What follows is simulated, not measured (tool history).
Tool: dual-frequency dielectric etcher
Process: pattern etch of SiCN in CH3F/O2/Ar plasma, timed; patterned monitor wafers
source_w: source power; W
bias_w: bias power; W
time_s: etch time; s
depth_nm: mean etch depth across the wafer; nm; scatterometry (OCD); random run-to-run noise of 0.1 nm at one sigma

run,day,source_w,bias_w,time_s,depth_nm
1,0,490,102,81.5,38.657
2,0.058,540,102,81.5,40.214
3,0.367,540,115,81.5,41.791
4,0.417,480,106,81.5,38.692
5,0.542,480,106,81.5,38.869
6,0.692,440,106,81.5,37.324
7,0.908,410,103,81.5,36.123
8,1,380,100,81.5,34.623

The next listed run, before its measurement:
9,1.204,360,99,81.5,?

{"run 9": {"depth_nm": 33.793}}
